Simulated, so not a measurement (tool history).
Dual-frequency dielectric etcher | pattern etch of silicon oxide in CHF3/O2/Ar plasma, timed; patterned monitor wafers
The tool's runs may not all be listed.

run	day	source power (kW)	bias power (kW)	etch time (s)	mean etch depth across the wafer (Å)
1	0.000	0.650	0.135	309.5	5054.3
2	0.371	0.650	0.135	309.5	5044.8
3	0.642	0.700	0.139	309.5	5275.9
4	0.817	0.700	0.139	309.5	5284.8
5	0.854	0.700	0.139	284.0	4846.9
6	1.217	0.700	0.139	284.0	4839.3
7	1.333	0.740	0.149	287.5	5133.0

Forecast run 8:
8	1.633	0.740	0.149	287.5	?

{"run 8": {"mean etch depth across the wafer (Å)": 5139.3}}
